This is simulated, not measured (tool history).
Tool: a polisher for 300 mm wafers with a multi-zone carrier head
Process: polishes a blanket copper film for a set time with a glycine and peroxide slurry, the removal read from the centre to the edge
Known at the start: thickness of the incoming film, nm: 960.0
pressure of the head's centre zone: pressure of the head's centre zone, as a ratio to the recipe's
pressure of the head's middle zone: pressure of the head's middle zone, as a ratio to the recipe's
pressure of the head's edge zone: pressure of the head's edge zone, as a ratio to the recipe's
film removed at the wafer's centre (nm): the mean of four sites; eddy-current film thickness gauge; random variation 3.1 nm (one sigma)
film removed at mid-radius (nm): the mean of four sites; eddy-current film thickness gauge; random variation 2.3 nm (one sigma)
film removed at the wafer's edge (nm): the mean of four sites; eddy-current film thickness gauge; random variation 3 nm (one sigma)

run	hour	flow of slurry (ml/min)	pressure of the head's centre zone	pressure of the head's middle zone	pressure of the head's edge zone	polishing time (s)	film removed at the wafer's centre (nm)	film removed at mid-radius (nm)	film removed at the wafer's edge (nm)
1	0.0	300	1.00	1.00	1.00	53	245.70	254.69	242.19
2	1.2	300	0.92	1.00	1.00	53	228.80	250.41	243.99
3	4.0	300	0.99	1.00	1.00	53	244.27	255.49	244.17
4	7.0	300	0.99	1.00	1.00	64	293.07	311.00	296.90
5	8.4	305	0.99	0.99	1.03	64	288.20	305.54	296.02
6	15.4	305	0.99	0.99	1.03	53	246.15	254.20	244.19
7	22.3	285	0.98	0.97	1.03	58	262.28	265.54	271.18
8	31.0	275	0.99	0.98	1.05	61	274.65	286.75	285.17
9	36.4	265	1.00	0.97	1.06	63	288.55	288.56	297.02

The next listed run, before its measurement:
10	38.5	265	1.00	0.97	1.08	64	?	?	?

film removed at the wafer's centre (nm): 286.58
film removed at mid-radius (nm): 293.00
film removed at the wafer's edge (nm): 298.76
